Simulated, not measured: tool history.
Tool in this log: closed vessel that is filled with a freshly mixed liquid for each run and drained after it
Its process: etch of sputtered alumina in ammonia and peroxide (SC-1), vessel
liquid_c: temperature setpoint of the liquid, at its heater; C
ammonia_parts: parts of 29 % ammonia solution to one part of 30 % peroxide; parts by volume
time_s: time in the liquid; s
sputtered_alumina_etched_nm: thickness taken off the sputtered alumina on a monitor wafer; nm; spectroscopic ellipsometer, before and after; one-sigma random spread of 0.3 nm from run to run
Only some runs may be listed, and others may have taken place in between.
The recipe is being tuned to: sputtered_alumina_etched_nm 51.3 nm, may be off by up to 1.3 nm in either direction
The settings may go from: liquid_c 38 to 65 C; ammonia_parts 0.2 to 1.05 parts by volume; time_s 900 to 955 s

run 1 hour=0 | liquid_c=49 ammonia_parts=0.55 time_s=900 | sputtered_alumina_etched_nm=38.957
run 2 hour=1.3 | liquid_c=49 ammonia_parts=0.55 time_s=955 | sputtered_alumina_etched_nm=41.009
run 3 hour=2.4 | liquid_c=49 ammonia_parts=0.45 time_s=955 | sputtered_alumina_etched_nm=40.558
run 4 hour=7.3 | liquid_c=50 ammonia_parts=0.45 time_s=955 | sputtered_alumina_etched_nm=42.823
run 5 hour=11.1 | liquid_c=51 ammonia_parts=0.45 time_s=955 | sputtered_alumina_etched_nm=44.865
run 6 hour=17.8 | liquid_c=51 ammonia_parts=0.6 time_s=955 | sputtered_alumina_etched_nm=46.208
run 7 hour=24.1 | liquid_c=51.5 ammonia_parts=0.6 time_s=955 | sputtered_alumina_etched_nm=47.461
run 8 hour=29.7 | liquid_c=52 ammonia_parts=0.6 time_s=955 | sputtered_alumina_etched_nm=49.054

Consider the 5 candidate settings below. Which is the only one whose results all fall within their allowed miss of target?
run A hour=35.3 | liquid_c=51.5 ammonia_parts=0.55 time_s=955 | sputtered_alumina_etched_nm=?
run B hour=35.3 | liquid_c=53.5 ammonia_parts=0.85 time_s=940 | sputtered_alumina_etched_nm=?
run C hour=35.3 | liquid_c=53 ammonia_parts=0.55 time_s=955 | sputtered_alumina_etched_nm=?
run D hour=35.3 | liquid_c=53 ammonia_parts=0.5 time_s=900 | sputtered_alumina_etched_nm=?
run E hour=35.3 | liquid_c=52 ammonia_parts=0.35 time_s=955 | sputtered_alumina_etched_nm=?

move=A sputtered_alumina_etched_nm=47.178
move=B sputtered_alumina_etched_nm=53.925
move=C sputtered_alumina_etched_nm=51.171
move=D sputtered_alumina_etched_nm=47.789
move=E sputtered_alumina_etched_nm=46.439
A: lands further from the targets than the last run did
B: carries the result that was furthest off beyond its target, to the other side
C: every result within its allowed miss
D: lands further from the targets than the last run did
E: lands further from the targets than the last run did
Answer: C
